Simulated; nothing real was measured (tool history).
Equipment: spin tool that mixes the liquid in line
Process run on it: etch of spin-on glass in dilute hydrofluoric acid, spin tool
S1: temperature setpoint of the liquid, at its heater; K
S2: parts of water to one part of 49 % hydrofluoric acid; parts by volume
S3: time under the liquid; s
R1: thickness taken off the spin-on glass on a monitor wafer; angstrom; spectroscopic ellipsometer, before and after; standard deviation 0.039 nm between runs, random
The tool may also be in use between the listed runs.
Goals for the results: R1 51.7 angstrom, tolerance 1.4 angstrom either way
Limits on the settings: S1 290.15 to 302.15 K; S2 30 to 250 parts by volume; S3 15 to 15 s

run	hour	S1	S2	S3	R1
1	0	294.15	140	15	23.536
2	2.5	294.15	140	15	23.491
3	8.4	294.15	190	15	16.477
4	9.6	295.65	170	15	19.906
5	16	295.65	195	15	16.959
6	20.7	296.65	175	15	20.103
# hour 25.7: hydrofluoric acid flow meter replaced
7	25.7	297.65	155	15	21.424
8	31.7	298.65	135	15	26.244
9	39.6	299.15	120	15	30.307
10	44.7	299.65	110	15	34.649
11	47.6	299.65	110	15	33.815
12	51.7	300.15	100	15	39.181
13	54.8	300.65	95	15	41.658
14	60.8	300.65	95	15	41.809
15	64.5	300.65	95	15	41.796
16	73.5	300.65	90	15	44.872
17	77.4	301.15	85	15	48.564

Which single option among these 5 for the next run brings every result within its allowed miss of target? Just one does.
A	81.3	301.15	80	15	?
B	81.3	300.65	85	15	?
C	81.3	299.15	70	15	?
D	81.3	302.15	80	15	?
E	81.3	298.65	70	15	?

move	R1
A	52.114
B	47.774
C	55.813
D	54.169
E	54.71
A: all results in spec
B: the biggest miss grows against the last run
C: pushes the last run's worst result past its target
D: pushes the last run's worst result past its target
E: pushes the last run's worst result past its target
A is the move that brings every result within its allowed miss.

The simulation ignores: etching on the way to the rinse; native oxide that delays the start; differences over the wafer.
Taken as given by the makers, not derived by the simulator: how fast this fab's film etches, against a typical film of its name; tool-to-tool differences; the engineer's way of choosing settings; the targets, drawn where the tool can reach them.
